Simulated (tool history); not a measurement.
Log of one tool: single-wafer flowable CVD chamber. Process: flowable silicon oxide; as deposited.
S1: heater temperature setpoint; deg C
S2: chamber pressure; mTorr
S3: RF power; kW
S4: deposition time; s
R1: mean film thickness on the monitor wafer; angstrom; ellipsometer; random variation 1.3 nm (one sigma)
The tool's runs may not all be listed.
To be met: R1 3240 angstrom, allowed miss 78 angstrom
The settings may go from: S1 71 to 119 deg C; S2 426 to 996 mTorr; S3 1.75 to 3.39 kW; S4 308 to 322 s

| run | hour | S1 | S2 | S3 | S4 | R1 |
|---|---|---|---|---|---|---|
| 1 | 0 | 95 | 711 | 2.57 | 322 | 2102.8 |
| 2 | 9.1 | 91 | 712 | 2.57 | 322 | 2438.4 |
| 3 | 15.1 | 91 | 712 | 2.57 | 322 | 2457.5 |
| 4 | 18.3 | 91 | 712 | 2.41 | 322 | 2429.7 |
| 5 | 19.6 | 88 | 712 | 2.41 | 322 | 2680.7 |
|  | 27.1 | capacitance manometer re-zeroed and calibrated |
| 6 | 27.1 | 88 | 823 | 2.41 | 322 | 2960.7 |
| 7 | 30.5 | 88 | 823 | 2.41 | 322 | 2955.7 |
| 8 | 38.5 | 87 | 823 | 2.41 | 322 | 3077.6 |

5 next moves are on the table. One of them brings every result within its allowed miss. Which?
| A | 46.5 | 86 | 805 | 2.405 | 313 | ? |
| B | 46.5 | 83 | 826 | 2.475 | 322 | ? |
| C | 46.5 | 85 | 873 | 2.47 | 317 | ? |
| D | 46.5 | 82 | 792 | 1.895 | 309 | ? |
| E | 46.5 | 88 | 873 | 2.435 | 316 | ? |

| move | R1 |
|---|---|
| A | 3029.8 |
| B | 3544.6 |
| C | 3441.1 |
| D | 3280.5 |
| E | 3101.7 |
A: further off than the last run
B: takes the result that was furthest off past its target
C: takes the result that was furthest off past its target
D: meets every target
E: nearer than the last run, and not there yet
Move D is the one to make.

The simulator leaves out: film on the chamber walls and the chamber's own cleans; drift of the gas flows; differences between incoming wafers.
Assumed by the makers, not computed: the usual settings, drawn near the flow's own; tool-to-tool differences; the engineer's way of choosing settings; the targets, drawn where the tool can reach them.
